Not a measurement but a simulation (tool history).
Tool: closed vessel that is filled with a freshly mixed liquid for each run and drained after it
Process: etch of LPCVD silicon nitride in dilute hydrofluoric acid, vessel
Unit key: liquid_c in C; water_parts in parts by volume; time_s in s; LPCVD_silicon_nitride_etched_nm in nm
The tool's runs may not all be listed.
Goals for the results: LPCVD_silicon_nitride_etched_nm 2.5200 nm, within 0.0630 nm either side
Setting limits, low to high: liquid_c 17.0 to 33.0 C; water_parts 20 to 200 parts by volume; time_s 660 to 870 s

run	hour	liquid_c	water_parts	time_s	LPCVD_silicon_nitride_etched_nm
1	0.0	25.0	110	870	3.3498
2	1.1	24.0	110	870	3.1302
3	3.6	24.0	110	870	3.1195
4	10.8	24.0	110	660	2.3627
5	15.6	21.5	110	660	2.0039
6	18.0	23.0	110	660	2.2226
7	21.8	23.0	110	660	2.2032
8	29.2	23.5	110	660	2.2912
9	33.4	24.0	110	660	2.3902

Of the 5 settings listed for the next run, only one would bring every result within its allowed miss of target. Which one?
A	37.6	24.0	120	670	?
B	37.6	24.5	120	740	?
C	37.6	24.0	110	740	?
D	37.6	21.0	100	730	?
E	37.6	23.5	135	790	?

move	LPCVD_silicon_nitride_etched_nm
A	2.1942
B	2.5033
C	2.6411
D	2.3453
E	2.2293
A: the biggest miss grows against the last run
B: hits every target within its allowed miss
C: carries the result that was furthest off beyond its target, to the other side
D: the biggest miss grows against the last run
E: the biggest miss grows against the last run
B is the move that brings every result within its allowed miss.

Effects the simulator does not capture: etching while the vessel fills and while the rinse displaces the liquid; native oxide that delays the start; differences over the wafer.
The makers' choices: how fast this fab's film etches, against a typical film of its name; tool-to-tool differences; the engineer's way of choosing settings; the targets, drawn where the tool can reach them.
